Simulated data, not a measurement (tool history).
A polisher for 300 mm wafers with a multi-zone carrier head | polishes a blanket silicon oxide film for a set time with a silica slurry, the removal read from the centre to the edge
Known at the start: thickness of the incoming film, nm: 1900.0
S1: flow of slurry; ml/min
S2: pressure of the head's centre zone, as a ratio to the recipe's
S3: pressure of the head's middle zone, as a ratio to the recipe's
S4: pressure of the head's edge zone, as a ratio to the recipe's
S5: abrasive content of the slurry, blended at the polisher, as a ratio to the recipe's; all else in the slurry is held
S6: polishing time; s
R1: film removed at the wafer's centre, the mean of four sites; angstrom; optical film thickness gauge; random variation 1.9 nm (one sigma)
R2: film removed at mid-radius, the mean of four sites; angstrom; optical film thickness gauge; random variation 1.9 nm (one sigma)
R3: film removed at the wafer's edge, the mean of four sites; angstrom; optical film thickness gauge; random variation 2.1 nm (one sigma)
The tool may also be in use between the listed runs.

| run | hour | S1 | S2 | S3 | S4 | S5 | S6 | R1 | R2 | R3 |
|---|---|---|---|---|---|---|---|---|---|---|
| 1 | 0 | 305 | 1 | 1 | 1 | 1 | 57 | 1458.9 | 1467.8 | 1407.1 |
| 2 | 4.2 | 305 | 1.01 | 0.99 | 1.03 | 1.1 | 57 | 1546.4 | 1471.3 | 1501.9 |
| 3 | 7.8 | 305 | 1.02 | 1.01 | 1.05 | 1.2 | 57 | 1620.4 | 1601.9 | 1587.5 |
| 4 | 10 | 305 | 1.03 | 1.01 | 1.07 | 1.25 | 57 | 1660.2 | 1587.5 | 1611 |
| 5 | 12.1 | 310 | 1.03 | 1.01 | 1.09 | 1.3 | 58 | 1697.7 | 1705.3 | 1689.2 |
| 6 | 21 | 310 | 1.04 | 1 | 1.1 | 1.35 | 59 | 1774.8 | 1744.4 | 1729.1 |
| 7 | 28 | 300 | 1.04 | 0.98 | 1.11 | 1.4 | 60 | 1864.1 | 1741 | 1759.8 |

The next listed run, before its measurement:
| 8 | 31.4 | 385 | 1.01 | 0.96 | 1.19 | 1.5 | 61 | ? | ? | ? |

R1: 1885 angstrom
R2: 1768.1 angstrom
R3: 1964.4 angstrom
